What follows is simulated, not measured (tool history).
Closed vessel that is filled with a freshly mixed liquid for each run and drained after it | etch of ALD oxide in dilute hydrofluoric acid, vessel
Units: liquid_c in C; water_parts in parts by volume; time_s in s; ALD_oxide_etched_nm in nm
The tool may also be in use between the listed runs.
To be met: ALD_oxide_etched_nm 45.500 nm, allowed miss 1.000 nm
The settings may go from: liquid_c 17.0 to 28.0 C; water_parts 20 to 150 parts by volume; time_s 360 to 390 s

Run 1, hour 0.0: liquid_c 20.0 C, water_parts 85 parts by volume, time_s 360 s. Result: ALD_oxide_etched_nm 83.049 nm.
Run 2, hour 0.9: liquid_c 19.5 C, water_parts 90 parts by volume, time_s 360 s. Result: ALD_oxide_etched_nm 76.029 nm.
Run 3, hour 2.4: liquid_c 19.0 C, water_parts 95 parts by volume, time_s 360 s. Result: ALD_oxide_etched_nm 69.892 nm.
Run 4, hour 8.0: liquid_c 18.5 C, water_parts 100 parts by volume, time_s 360 s. Result: ALD_oxide_etched_nm 64.928 nm.
Run 5, hour 16.4: liquid_c 18.5 C, water_parts 100 parts by volume, time_s 390 s. Result: ALD_oxide_etched_nm 69.926 nm.
Run 6, hour 18.2: liquid_c 18.0 C, water_parts 105 parts by volume, time_s 390 s. Result: ALD_oxide_etched_nm 65.225 nm.
Run 7, hour 26.3: liquid_c 18.0 C, water_parts 110 parts by volume, time_s 390 s. Result: ALD_oxide_etched_nm 61.938 nm.
Run 8, hour 30.1: liquid_c 18.0 C, water_parts 115 parts by volume, time_s 390 s. Result: ALD_oxide_etched_nm 59.051 nm.
Run 9, hour 34.5: liquid_c 18.0 C, water_parts 120 parts by volume, time_s 390 s. Result: ALD_oxide_etched_nm 55.978 nm.
Run 10, hour 40.6: liquid_c 17.0 C, water_parts 135 parts by volume, time_s 390 s. Result: ALD_oxide_etched_nm 47.097 nm.

Which of these 4 next moves meets every target?
Run A, hour 46.7: liquid_c 19.0 C, water_parts 140 parts by volume, time_s 390 s. Result: ALD_oxide_etched_nm ?.
Run B, hour 46.7: liquid_c 19.5 C, water_parts 150 parts by volume, time_s 380 s. Result: ALD_oxide_etched_nm ?.
Run C, hour 46.7: liquid_c 18.0 C, water_parts 125 parts by volume, time_s 360 s. Result: ALD_oxide_etched_nm ?.
Run D, hour 46.7: liquid_c 17.0 C, water_parts 125 parts by volume, time_s 375 s. Result: ALD_oxide_etched_nm ?.

move  ALD_oxide_etched_nm
   A               49.099
   B               45.091
   C               49.488
   D               49.460
A: further off than the last run
B: meets every target
C: further off than the last run
D: further off than the last run
Move B is the one to make.
